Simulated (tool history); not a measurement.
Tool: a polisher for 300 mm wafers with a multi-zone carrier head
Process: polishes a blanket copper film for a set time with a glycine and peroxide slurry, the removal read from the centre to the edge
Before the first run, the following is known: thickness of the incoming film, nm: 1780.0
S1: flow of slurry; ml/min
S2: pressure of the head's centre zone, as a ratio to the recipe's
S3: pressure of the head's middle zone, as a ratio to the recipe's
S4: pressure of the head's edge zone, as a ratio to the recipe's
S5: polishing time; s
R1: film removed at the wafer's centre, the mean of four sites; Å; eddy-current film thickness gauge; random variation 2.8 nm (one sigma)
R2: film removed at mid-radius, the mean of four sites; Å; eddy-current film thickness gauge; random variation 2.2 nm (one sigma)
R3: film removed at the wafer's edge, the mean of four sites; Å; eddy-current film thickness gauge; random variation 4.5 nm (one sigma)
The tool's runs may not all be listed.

run  hour   S1    S2    S3    S4  S5      R1      R2      R3
  1   0.0  160  1.00  1.00  1.00  65  3160.4  3146.1  3159.9
  2   5.0  160  1.00  0.93  1.00  65  3142.4  2937.1  3251.6
  3  12.7  170  1.01  0.94  1.01  65  3167.4  3008.9  3188.4
  4  16.4  170  1.01  0.94  0.94  65  3197.1  2973.9  3151.3
  5  18.4  170  1.02  0.94  0.96  66  3292.5  3045.8  3265.8
  6  26.4  170  0.97  0.94  0.96  66  3134.5  3004.7  3162.1

Estimate the outcome of run 7 from the log above:
  7  27.3  175  0.99  0.95  0.97  66   ?   ?   ?

R1: 3197.0 Å
R2: 3101.0 Å
R3: 3203.4 Å

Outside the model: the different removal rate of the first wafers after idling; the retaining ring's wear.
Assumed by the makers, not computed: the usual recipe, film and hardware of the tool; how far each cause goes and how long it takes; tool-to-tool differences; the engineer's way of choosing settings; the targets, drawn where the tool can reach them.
